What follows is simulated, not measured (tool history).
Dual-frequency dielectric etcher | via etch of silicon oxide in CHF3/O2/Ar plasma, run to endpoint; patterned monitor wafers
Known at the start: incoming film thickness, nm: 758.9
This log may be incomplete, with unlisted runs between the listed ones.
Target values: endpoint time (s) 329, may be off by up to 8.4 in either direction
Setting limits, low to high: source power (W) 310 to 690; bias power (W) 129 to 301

run  hour  source power (W)  bias power (W)  endpoint time (s)
  1     0               500             215             382.35
  2   8.9               500             183             419.56
  3  13.9               540             196             393.43
  4  19.2               540             179             412.46
  5  26.3               570             194             394.27
  6    28               570             172             415.27
  7  35.2               670             215             354.56
  8    42               680             222             346.68
  9  46.1               680             228             341.51
 10  47.4               680             232              338.9

Exactly one of the 5 candidate moves below puts every result within its allowed miss. Which one?
  A  48.7               690             207                  ?
  B  48.7               650             227                  ?
  C  48.7               690             243                  ?
  D  48.7               620             237                  ?
  E  48.7               660             227                  ?

move  endpoint time (s)
   A             357.25
   B             347.98
   C             330.54
   D             345.79
   E             346.34
A: lands further from the targets than the last run did
B: lands further from the targets than the last run did
C: all results in spec
D: lands further from the targets than the last run did
E: lands further from the targets than the last run did
Correct choice: C, which meets every target
